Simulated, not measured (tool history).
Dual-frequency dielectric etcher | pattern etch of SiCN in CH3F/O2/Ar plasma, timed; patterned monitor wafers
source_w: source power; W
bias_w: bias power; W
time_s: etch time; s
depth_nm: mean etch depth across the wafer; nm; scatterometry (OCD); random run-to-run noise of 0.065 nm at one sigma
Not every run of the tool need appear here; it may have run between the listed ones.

run,day,source_w,bias_w,time_s,depth_nm
1,0,400,100,30.5,13.396
2,0.192,400,86,30.5,12.751
3,0.492,430,89,30.5,13.197
4,0.704,380,89,30.5,12.703
5,0.929,380,89,28,11.755
# day 1.254: bias power generator calibrated
6,1.254,380,97,28,11.886
7,1.479,420,101,28,12.419
8,1.588,450,108,28.5,13.25
9,1.638,450,108,28.5,13.273
10,1.954,470,113,28.5,13.544
11,2.288,490,118,28.5,13.965
12,2.442,500,122,28.5,14.342
13,2.688,510,124,28.5,14.477
14,2.775,520,126,28.5,14.57

What will run 15 give?
15,2.967,530,128,28.5,?

{"run 15": {"depth_nm": 14.724}}
